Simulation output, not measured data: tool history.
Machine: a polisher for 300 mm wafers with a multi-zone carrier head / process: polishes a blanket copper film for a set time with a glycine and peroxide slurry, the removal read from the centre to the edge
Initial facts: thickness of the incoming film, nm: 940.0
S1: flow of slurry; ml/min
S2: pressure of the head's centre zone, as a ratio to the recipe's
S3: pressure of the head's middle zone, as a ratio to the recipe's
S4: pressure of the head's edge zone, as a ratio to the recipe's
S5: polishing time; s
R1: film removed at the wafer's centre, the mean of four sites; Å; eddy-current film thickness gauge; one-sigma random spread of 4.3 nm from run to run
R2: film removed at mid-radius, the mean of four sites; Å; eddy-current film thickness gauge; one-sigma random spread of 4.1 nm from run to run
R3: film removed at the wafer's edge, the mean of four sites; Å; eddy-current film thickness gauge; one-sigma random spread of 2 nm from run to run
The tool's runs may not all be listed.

run	hour	S1	S2	S3	S4	S5	R1	R2	R3
1	0.0	150	1.00	1.00	1.00	42	2769.3	2800.3	2843.0
2	7.5	130	1.00	1.00	1.00	42	2650.5	2655.3	2748.1
3	12.9	130	1.00	1.08	1.00	42	2653.0	2816.9	2754.1
4	15.9	130	1.00	1.08	1.07	42	2712.5	2839.9	2892.3
5	23.4	150	1.03	1.08	1.07	42	2802.1	2983.0	2928.8
6	31.4	160	1.08	1.06	1.08	42	2931.6	2944.5	2970.8
7	32.8	175	1.12	1.06	1.07	42	3167.0	3052.8	3030.2
8	41.7	180	1.13	1.06	1.07	42	3203.0	3059.6	3020.1

Run 9 has not been measured yet. What should we expect?
9	43.4	185	1.14	1.06	1.07	42	?	?	?

R1: 3264.2 Å
R2: 3055.9 Å
R3: 2994.7 Å
